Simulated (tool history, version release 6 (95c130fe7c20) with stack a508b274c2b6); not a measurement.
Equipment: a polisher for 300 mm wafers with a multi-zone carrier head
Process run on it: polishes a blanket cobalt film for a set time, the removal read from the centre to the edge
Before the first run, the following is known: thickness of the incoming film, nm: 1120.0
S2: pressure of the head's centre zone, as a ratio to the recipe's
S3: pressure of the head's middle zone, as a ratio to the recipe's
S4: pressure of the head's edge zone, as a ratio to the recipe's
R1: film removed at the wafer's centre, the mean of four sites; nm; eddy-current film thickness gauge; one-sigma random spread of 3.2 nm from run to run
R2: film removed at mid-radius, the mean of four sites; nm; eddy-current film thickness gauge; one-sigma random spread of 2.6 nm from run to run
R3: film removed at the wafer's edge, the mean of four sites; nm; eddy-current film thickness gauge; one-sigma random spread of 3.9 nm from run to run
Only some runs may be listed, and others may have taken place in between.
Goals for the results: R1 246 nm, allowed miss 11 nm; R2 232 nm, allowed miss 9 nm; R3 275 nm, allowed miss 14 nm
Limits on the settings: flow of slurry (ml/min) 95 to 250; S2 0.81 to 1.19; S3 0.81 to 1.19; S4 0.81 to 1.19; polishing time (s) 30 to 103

run 1 hour=0 | flow_of_slurry_(ml/min)=160 S2=1 S3=1 S4=1 polishing_time_(s)=66 | R1=200.85 R2=199.74 R3=196.65
run 2 hour=0.7 | flow_of_slurry_(ml/min)=165 S2=0.99 S3=0.97 S4=1.05 polishing_time_(s)=70 | R1=216.68 R2=214.4 R3=210.59
run 3 hour=3.4 | flow_of_slurry_(ml/min)=165 S2=0.99 S3=1.03 S4=1.05 polishing_time_(s)=70 | R1=213.92 R2=222.24 R3=208.41
run 4 hour=10.4 | flow_of_slurry_(ml/min)=165 S2=0.99 S3=1.03 S4=1.08 polishing_time_(s)=70 | R1=210.74 R2=220.57 R3=214.85
run 5 hour=12.5 | flow_of_slurry_(ml/min)=165 S2=0.95 S3=1.03 S4=1.08 polishing_time_(s)=70 | R1=199.01 R2=218.75 R3=217.17
run 6 hour=20.2 | flow_of_slurry_(ml/min)=165 S2=0.95 S3=1.03 S4=1.12 polishing_time_(s)=70 | R1=201.44 R2=226.37 R3=222.23
run 7 hour=21.3 | flow_of_slurry_(ml/min)=155 S2=0.95 S3=0.97 S4=1.14 polishing_time_(s)=73 | R1=206.54 R2=216.22 R3=232.41
run 8 hour=23.7 | flow_of_slurry_(ml/min)=160 S2=0.95 S3=0.94 S4=1.15 polishing_time_(s)=75 | R1=213.52 R2=221.51 R3=240.61
run 9 hour=29.8 | flow_of_slurry_(ml/min)=160 S2=0.96 S3=0.91 S4=1.16 polishing_time_(s)=77 | R1=222.31 R2=218.06 R3=245.58
run 10 hour=33.3 | flow_of_slurry_(ml/min)=160 S2=0.96 S3=0.9 S4=1.17 polishing_time_(s)=79 | R1=228.46 R2=219.87 R3=249.41
run 11 hour=41.3 | flow_of_slurry_(ml/min)=160 S2=0.96 S3=0.89 S4=1.18 polishing_time_(s)=81 | R1=231.29 R2=223.88 R3=259.62

Below are 5 possible settings for the next run. Only one of them brings all results inside the allowed miss of their targets. Which is it?
run A hour=49.3 | flow_of_slurry_(ml/min)=175 S2=0.89 S3=0.87 S4=1.14 polishing_time_(s)=78 | R1=? R2=? R3=?
run B hour=49.3 | flow_of_slurry_(ml/min)=125 S2=0.88 S3=0.88 S4=1.18 polishing_time_(s)=87 | R1=? R2=? R3=?
run C hour=49.3 | flow_of_slurry_(ml/min)=170 S2=0.99 S3=0.99 S4=1.09 polishing_time_(s)=76 | R1=? R2=? R3=?
run D hour=49.3 | flow_of_slurry_(ml/min)=155 S2=0.9 S3=0.96 S4=1.19 polishing_time_(s)=79 | R1=? R2=? R3=?
run E hour=49.3 | flow_of_slurry_(ml/min)=195 S2=0.91 S3=0.82 S4=1.1 polishing_time_(s)=85 | R1=? R2=? R3=?

move=A R1=212 R2=218.86 R3=247.42
move=B R1=215.33 R2=229.15 R3=266.78
move=C R1=228.82 R2=235.56 R3=234.38
move=D R1=211.73 R2=234.63 R3=251.74
move=E R1=240.99 R2=231.59 R3=268.44
A: moves away from the targets compared with the last run
B: moves away from the targets compared with the last run
C: moves away from the targets compared with the last run
D: moves away from the targets compared with the last run
E: all results in spec
The right move is E.
